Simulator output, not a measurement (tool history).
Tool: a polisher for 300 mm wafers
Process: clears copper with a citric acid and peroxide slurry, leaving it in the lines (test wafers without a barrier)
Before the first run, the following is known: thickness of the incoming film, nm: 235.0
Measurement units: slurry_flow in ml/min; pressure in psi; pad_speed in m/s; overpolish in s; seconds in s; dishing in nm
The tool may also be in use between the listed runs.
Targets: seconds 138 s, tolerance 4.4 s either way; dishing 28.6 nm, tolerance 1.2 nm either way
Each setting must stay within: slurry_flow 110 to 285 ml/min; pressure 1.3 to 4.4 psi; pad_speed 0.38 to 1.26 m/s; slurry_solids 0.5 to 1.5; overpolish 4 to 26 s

run	hour	slurry_flow	pressure	pad_speed	slurry_solids	overpolish	seconds	dishing
1	0	180	2.8	0.82	1	13	100.19	23.363
2	5.2	180	2.8	0.82	0.85	13	103.53	22.628
3	12.4	175	2.7	0.82	0.85	14	108.49	23.588
4	18.7	175	2.2	0.82	0.85	14	132.08	19.425
5	24.3	170	2.2	0.82	0.85	15	130.62	21.282
6	31.3	170	2.2	0.82	1	15	128.52	21.195
7	32.5	165	2.2	0.82	1	16	131.86	22.768
# hour 34.1: head pressure recalibrated
8	34.1	130	2.2	0.82	1	20	150.22	24.396
9	38.1	135	2.2	0.82	1	20	146.68	25.276
10	42.7	140	2.2	0.82	1	20	145.94	24.83
11	44.2	145	2.2	0.82	1	20	145.67	24.692
12	45	145	2.2	0.82	1	20	143.38	24.23

Which single option among these 5 for the next run brings every result within its allowed miss of target? Just one does.
A	45.8	130	2.8	0.76	1	20	?	?
B	45.8	170	2.9	0.62	1.1	22	?	?
C	45.8	155	2.2	0.9	1.05	18	?	?
D	45.8	160	2.3	0.8	1.1	20	?	?
E	45.8	195	2	0.86	1.2	21	?	?

move	seconds	dishing
A	126.03	28.463
B	138.46	28.548
C	129.14	25.159
D	136.63	26.325
E	138.8	26.949
A: corrects the largest miss of the last run, while another result sits out of spec
B: all results in spec
C: an improvement on the last run, though not all results are within tolerance
D: an improvement on the last run, though not all results are within tolerance
E: an improvement on the last run, though not all results are within tolerance
Correct choice: B, which meets every target
